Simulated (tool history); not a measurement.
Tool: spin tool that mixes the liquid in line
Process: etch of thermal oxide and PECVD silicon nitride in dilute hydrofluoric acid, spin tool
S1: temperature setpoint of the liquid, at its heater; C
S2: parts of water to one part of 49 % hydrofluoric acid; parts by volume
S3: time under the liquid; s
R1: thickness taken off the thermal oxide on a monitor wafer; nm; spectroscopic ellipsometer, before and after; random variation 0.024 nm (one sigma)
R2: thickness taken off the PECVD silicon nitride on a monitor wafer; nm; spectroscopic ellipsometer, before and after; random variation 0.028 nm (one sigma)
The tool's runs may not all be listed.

{"run": 1, "hour": 0.0, "S1": 23.0, "S2": 45, "S3": 70, "R1": 7.2373, "R2": 8.1833}
{"run": 2, "hour": 1.9, "S1": 23.0, "S2": 35, "S3": 70, "R1": 9.4306, "R2": 10.358}
{"run": 3, "hour": 3.1, "S1": 23.0, "S2": 50, "S3": 70, "R1": 6.4481, "R2": 7.4254}
{"run": 4, "hour": 3.7, "S1": 23.0, "S2": 50, "S3": 55, "R1": 5.1031, "R2": 5.8598}
{"run": 5, "hour": 6.0, "S1": 23.0, "S2": 55, "S3": 55, "R1": 4.6359, "R2": 5.3061}
{"run": 6, "hour": 8.0, "S1": 23.0, "S2": 60, "S3": 55, "R1": 4.2071, "R2": 4.8675}

The next listed run, before its measurement:
{"run": 7, "hour": 11.5, "S1": 24.5, "S2": 75, "S3": 55, "R1": "?", "R2": "?"}

R1: 3.5145 nm
R2: 4.3368 nm
